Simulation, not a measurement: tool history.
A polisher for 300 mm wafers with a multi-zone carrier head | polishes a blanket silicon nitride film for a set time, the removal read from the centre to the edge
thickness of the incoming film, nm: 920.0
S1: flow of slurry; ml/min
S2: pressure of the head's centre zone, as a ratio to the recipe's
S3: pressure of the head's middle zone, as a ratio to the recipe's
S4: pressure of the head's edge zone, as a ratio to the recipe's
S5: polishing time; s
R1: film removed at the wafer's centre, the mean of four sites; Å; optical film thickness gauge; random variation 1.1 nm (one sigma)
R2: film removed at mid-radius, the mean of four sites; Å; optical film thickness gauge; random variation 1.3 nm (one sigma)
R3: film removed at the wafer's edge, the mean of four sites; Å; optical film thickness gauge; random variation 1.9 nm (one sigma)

run,hour,S1,S2,S3,S4,S5,R1,R2,R3
1,0.0,225,1.00,1.00,1.00,64,1047.5,1028.8,1087.0
2,3.2,235,1.03,1.03,1.04,66,1112.0,1096.0,1117.3
3,6.7,235,1.03,1.09,1.04,66,1109.5,1174.2,1151.2
4,8.8,235,1.03,1.13,1.04,66,1114.8,1215.2,1150.3
5,13.1,280,1.03,1.13,1.04,66,1147.4,1210.0,1143.7
6,20.2,280,1.03,1.13,1.09,66,1128.7,1225.8,1190.7

Run 7 is up next; what results do you expect?
7,22.9,280,1.06,1.12,1.11,67,?,?,?

{"run 7": {"R1": 1197.2, "R2": 1241.9, "R3": 1219.2}}
